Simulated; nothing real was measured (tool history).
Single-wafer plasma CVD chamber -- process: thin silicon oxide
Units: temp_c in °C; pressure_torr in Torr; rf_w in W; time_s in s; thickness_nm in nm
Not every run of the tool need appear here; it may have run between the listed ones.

{"run": 1, "hour": 0.0, "temp_c": 395, "pressure_torr": 1.03, "rf_w": 285, "time_s": 4.12, "thickness_nm": 8.9206}
{"run": 2, "hour": 2.7, "temp_c": 395, "pressure_torr": 0.96, "rf_w": 285, "time_s": 4.12, "thickness_nm": 8.4448}
{"run": 3, "hour": 7.9, "temp_c": 395, "pressure_torr": 0.96, "rf_w": 250, "time_s": 4.12, "thickness_nm": 7.9226}
{"run": 4, "hour": 10.5, "temp_c": 395, "pressure_torr": 1.11, "rf_w": 250, "time_s": 4.12, "thickness_nm": 8.9332}
{"hour": 12.8, "done": "RF generator calibrated"}
{"run": 5, "hour": 12.8, "temp_c": 395, "pressure_torr": 1.02, "rf_w": 250, "time_s": 4.12, "thickness_nm": 8.4908}
{"run": 6, "hour": 18.5, "temp_c": 395, "pressure_torr": 0.94, "rf_w": 250, "time_s": 4.12, "thickness_nm": 7.9144}
{"run": 7, "hour": 25.4, "temp_c": 395, "pressure_torr": 0.94, "rf_w": 250, "time_s": 4.12, "thickness_nm": 7.9278}
{"run": 8, "hour": 27.1, "temp_c": 395, "pressure_torr": 0.89, "rf_w": 250, "time_s": 4.12, "thickness_nm": 7.4873}

What will run 9 give?
{"run": 9, "hour": 36.0, "temp_c": 395, "pressure_torr": 0.89, "rf_w": 250, "time_s": 4.12, "thickness_nm": "?"}

{"run 9": {"thickness_nm": 7.4877}}
